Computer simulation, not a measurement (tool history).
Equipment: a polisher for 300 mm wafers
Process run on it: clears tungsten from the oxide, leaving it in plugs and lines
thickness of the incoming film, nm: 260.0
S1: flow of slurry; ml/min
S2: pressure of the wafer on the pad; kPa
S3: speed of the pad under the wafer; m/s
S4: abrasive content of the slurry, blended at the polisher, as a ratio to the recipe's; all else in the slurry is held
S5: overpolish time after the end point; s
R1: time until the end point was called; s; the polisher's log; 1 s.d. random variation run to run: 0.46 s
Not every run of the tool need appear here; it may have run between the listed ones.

Run 1, hour 0.0: S1 195 ml/min, S2 27.6 kPa, S3 1.18 m/s, S4 1.0, S5 27 s. Result: R1 46.345 s.
Run 2, hour 4.7: S1 195 ml/min, S2 30.3 kPa, S3 1.22 m/s, S4 1.0, S5 27 s. Result: R1 40.603 s.
Run 3, hour 9.0: S1 195 ml/min, S2 30.3 kPa, S3 1.22 m/s, S4 1.0, S5 27 s. Result: R1 39.730 s.
Run 4, hour 17.2: S1 195 ml/min, S2 32.4 kPa, S3 1.24 m/s, S4 1.0, S5 27 s. Result: R1 37.634 s.
Run 5, hour 21.7: S1 195 ml/min, S2 34.5 kPa, S3 1.28 m/s, S4 1.0, S5 27 s. Result: R1 34.677 s.
Run 6, hour 22.6: S1 195 ml/min, S2 34.5 kPa, S3 1.28 m/s, S4 1.0, S5 27 s. Result: R1 33.102 s.
Run 7, hour 28.2: S1 195 ml/min, S2 35.9 kPa, S3 1.30 m/s, S4 1.0, S5 27 s. Result: R1 31.876 s.
At hour 35.6: worn pad replaced by a new one.
Run 8, hour 35.6: S1 195 ml/min, S2 37.2 kPa, S3 1.32 m/s, S4 1.0, S5 27 s. Result: R1 26.803 s.

Run 9, settings as shown, results not yet in. Your forecast:
Run 9, hour 43.7: S1 195 ml/min, S2 37.9 kPa, S3 1.32 m/s, S4 1.0, S5 27 s. Result: R1 ?.

{"run 9": {"R1": 27.913}}

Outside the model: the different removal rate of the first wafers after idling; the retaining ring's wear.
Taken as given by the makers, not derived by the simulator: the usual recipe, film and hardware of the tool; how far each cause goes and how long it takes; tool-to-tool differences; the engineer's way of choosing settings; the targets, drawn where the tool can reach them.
